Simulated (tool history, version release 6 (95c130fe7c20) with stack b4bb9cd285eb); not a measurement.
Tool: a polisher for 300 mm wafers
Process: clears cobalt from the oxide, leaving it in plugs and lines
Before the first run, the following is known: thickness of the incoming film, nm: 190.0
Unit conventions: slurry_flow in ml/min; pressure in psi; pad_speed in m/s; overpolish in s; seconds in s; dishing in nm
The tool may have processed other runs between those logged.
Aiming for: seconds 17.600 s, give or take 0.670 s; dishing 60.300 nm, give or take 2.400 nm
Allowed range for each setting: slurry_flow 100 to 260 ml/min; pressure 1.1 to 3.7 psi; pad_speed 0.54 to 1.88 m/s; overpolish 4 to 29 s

Run 1, hour 0.0: slurry_flow 165 ml/min, pressure 2.4 psi, pad_speed 1.20 m/s, overpolish 15 s. Result: seconds 22.730 s, dishing 54.293 nm.
Run 2, hour 5.7: slurry_flow 170 ml/min, pressure 2.6 psi, pad_speed 1.20 m/s, overpolish 15 s. Result: seconds 21.138 s, dishing 56.099 nm.
Run 3, hour 7.7: slurry_flow 170 ml/min, pressure 2.3 psi, pad_speed 1.20 m/s, overpolish 15 s. Result: seconds 23.626 s, dishing 52.821 nm.
Run 4, hour 10.3: slurry_flow 175 ml/min, pressure 2.5 psi, pad_speed 1.20 m/s, overpolish 15 s. Result: seconds 21.628 s, dishing 53.984 nm.
Run 5, hour 18.7: slurry_flow 180 ml/min, pressure 2.6 psi, pad_speed 1.20 m/s, overpolish 16 s. Result: seconds 20.641 s, dishing 56.138 nm.
Run 6, hour 24.8: slurry_flow 180 ml/min, pressure 2.2 psi, pad_speed 1.20 m/s, overpolish 16 s. Result: seconds 24.570 s, dishing 53.816 nm.
Run 7, hour 27.2: slurry_flow 180 ml/min, pressure 2.4 psi, pad_speed 1.20 m/s, overpolish 16 s. Result: seconds 22.760 s, dishing 55.824 nm.
Run 8, hour 29.8: slurry_flow 180 ml/min, pressure 2.6 psi, pad_speed 1.20 m/s, overpolish 16 s. Result: seconds 20.810 s, dishing 56.213 nm.
Run 9, hour 31.7: slurry_flow 180 ml/min, pressure 2.7 psi, pad_speed 1.20 m/s, overpolish 16 s. Result: seconds 20.060 s, dishing 56.577 nm.
Run 10, hour 39.2: slurry_flow 180 ml/min, pressure 2.8 psi, pad_speed 1.20 m/s, overpolish 16 s. Result: seconds 19.618 s, dishing 56.296 nm.

Below are 5 possible settings for the next run. Only one of them brings all results inside the allowed miss of their targets. Which is it?
Run A, hour 46.7: slurry_flow 195 ml/min, pressure 3.1 psi, pad_speed 1.06 m/s, overpolish 21 s. Result: seconds ?, dishing ?.
Run B, hour 46.7: slurry_flow 195 ml/min, pressure 2.7 psi, pad_speed 1.24 m/s, overpolish 19 s. Result: seconds ?, dishing ?.
Run C, hour 46.7: slurry_flow 155 ml/min, pressure 3.2 psi, pad_speed 1.28 m/s, overpolish 16 s. Result: seconds ?, dishing ?.
Run D, hour 46.7: slurry_flow 245 ml/min, pressure 3.5 psi, pad_speed 1.04 m/s, overpolish 17 s. Result: seconds ?, dishing ?.
Run E, hour 46.7: slurry_flow 135 ml/min, pressure 3.7 psi, pad_speed 1.22 m/s, overpolish 10 s. Result: seconds ?, dishing ?.

move  seconds  dishing
   A   19.919   60.278
   B   19.440   59.528
   C   16.728   59.219
   D   17.600   59.372
   E   15.735   53.176
A: the biggest miss grows against the last run
B: an improvement on the last run, though not all results are within tolerance
C: takes the result that was furthest off past its target
D: every result lands within tolerance
E: takes the result that was furthest off past its target
D is the move that brings every result within its allowed miss.

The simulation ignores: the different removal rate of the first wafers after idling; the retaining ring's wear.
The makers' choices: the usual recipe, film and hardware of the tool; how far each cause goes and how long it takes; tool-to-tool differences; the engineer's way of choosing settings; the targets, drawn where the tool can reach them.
